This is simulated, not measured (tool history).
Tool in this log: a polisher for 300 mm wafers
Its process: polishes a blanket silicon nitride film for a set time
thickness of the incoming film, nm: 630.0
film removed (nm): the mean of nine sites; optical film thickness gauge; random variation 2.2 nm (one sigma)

run	day	flow of slurry (ml/min)	pressure of the wafer on the pad (kPa)	speed of the pad under the wafer (cm/s)	polishing time (s)	film removed (nm)
1	0.000	235	25.5	102	84	127.74
2	0.142	260	25.5	102	84	128.35
3	0.217	260	25.5	120	84	147.07
4	0.358	260	26.9	120	84	150.74
5	0.671	205	26.9	120	84	150.91
6	0.971	205	28.3	120	84	152.10

Run 7, settings as shown, results not yet in. Your forecast:
# day 1.154: worn pad replaced by a new one
7	1.154	205	29.6	120	84	?

{"run 7": {"film removed (nm)": 169.52}}

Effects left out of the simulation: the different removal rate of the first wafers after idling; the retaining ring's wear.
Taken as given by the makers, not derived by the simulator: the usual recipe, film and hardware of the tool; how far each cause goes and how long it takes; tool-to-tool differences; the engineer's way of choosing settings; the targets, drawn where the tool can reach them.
